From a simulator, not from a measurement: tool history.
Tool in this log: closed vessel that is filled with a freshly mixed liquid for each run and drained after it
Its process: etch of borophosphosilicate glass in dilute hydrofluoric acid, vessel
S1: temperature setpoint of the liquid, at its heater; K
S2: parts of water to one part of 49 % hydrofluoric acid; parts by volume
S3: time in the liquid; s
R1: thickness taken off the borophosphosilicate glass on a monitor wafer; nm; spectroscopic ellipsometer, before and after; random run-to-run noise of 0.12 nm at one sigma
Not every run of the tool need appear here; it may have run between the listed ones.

run,hour,S1,S2,S3,R1
1,0,297.15,175,130,26.988
2,4.8,296.65,175,130,26.18
3,9.3,296.65,115,130,42.855
4,13.5,298.65,115,130,45.961
5,15.2,298.65,90,130,61.179
6,18,297.65,100,130,52.436
7,22.1,293.65,170,130,24.226
8,27.4,293.15,170,130,23.702
9,30.5,292.65,170,130,23.459
10,32.1,292.15,170,130,22.781
11,38.6,291.15,180,130,20.48

Forecast run 12:
12,42.7,290.65,185,130,?

Run 12 came out at R1 19.442 nm.

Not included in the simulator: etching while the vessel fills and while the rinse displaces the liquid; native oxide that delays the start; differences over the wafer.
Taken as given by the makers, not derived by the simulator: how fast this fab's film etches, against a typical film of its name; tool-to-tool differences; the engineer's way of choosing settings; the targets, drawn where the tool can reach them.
